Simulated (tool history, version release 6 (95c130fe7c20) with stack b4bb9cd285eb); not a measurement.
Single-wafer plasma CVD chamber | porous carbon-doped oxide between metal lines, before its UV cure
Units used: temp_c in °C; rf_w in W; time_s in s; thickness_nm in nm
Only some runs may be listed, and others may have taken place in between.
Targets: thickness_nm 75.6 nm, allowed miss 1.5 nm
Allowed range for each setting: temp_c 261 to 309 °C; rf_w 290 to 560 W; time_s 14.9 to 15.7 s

| run | hour | temp_c | rf_w | time_s | thickness_nm |
|---|---|---|---|---|---|
| 1 | 0 | 285 | 425 | 15.7 | 81.307 |
| 2 | 5.8 | 276 | 425 | 15.7 | 85.344 |
| 3 | 9.1 | 276 | 475 | 15.7 | 94.159 |
| 4 | 15.6 | 279 | 470 | 15.7 | 91.334 |
| 5 | 22.8 | 282 | 465 | 15.7 | 89.468 |
|  | 27.2 | thermocouple changed; heater temperature recalibrated |
| 6 | 27.2 | 284 | 460 | 15.7 | 89.716 |
| 7 | 31.1 | 285 | 450 | 15.7 | 88.232 |
| 8 | 36.7 | 285 | 440 | 15.7 | 86.639 |
| 9 | 44.5 | 285 | 430 | 15.7 | 84.752 |
| 10 | 52.4 | 286 | 425 | 15.7 | 83.474 |
| 11 | 55.2 | 287 | 420 | 15.7 | 81.97 |
| 12 | 63.9 | 288 | 415 | 15.7 | 80.606 |
| 13 | 64.7 | 289 | 415 | 15.7 | 80.591 |
| 14 | 65.6 | 290 | 410 | 15.7 | 79.459 |
| 15 | 67.5 | 291 | 410 | 15.7 | 78.457 |
| 16 | 70.9 | 292 | 410 | 15.7 | 78.526 |
| 17 | 73.1 | 293 | 410 | 15.7 | 77.994 |
| 18 | 76 | 294 | 410 | 15.7 | 77.361 |

Pick the move, out of 5, that brings all results within their allowed miss; only one does.
| A | 78.9 | 285 | 395 | 15.7 | ? |
| B | 78.9 | 294 | 420 | 15.7 | ? |
| C | 78.9 | 294 | 430 | 15.4 | ? |
| D | 78.9 | 294 | 435 | 15.1 | ? |
| E | 78.9 | 294 | 405 | 15.4 | ? |

| move | thickness_nm |
|---|---|
| A | 78.579 |
| B | 78.995 |
| C | 79.135 |
| D | 78.428 |
| E | 75.128 |
A: its largest miss is bigger than the last run's
B: its largest miss is bigger than the last run's
C: its largest miss is bigger than the last run's
D: its largest miss is bigger than the last run's
E: every result lands within tolerance
E meets every target.

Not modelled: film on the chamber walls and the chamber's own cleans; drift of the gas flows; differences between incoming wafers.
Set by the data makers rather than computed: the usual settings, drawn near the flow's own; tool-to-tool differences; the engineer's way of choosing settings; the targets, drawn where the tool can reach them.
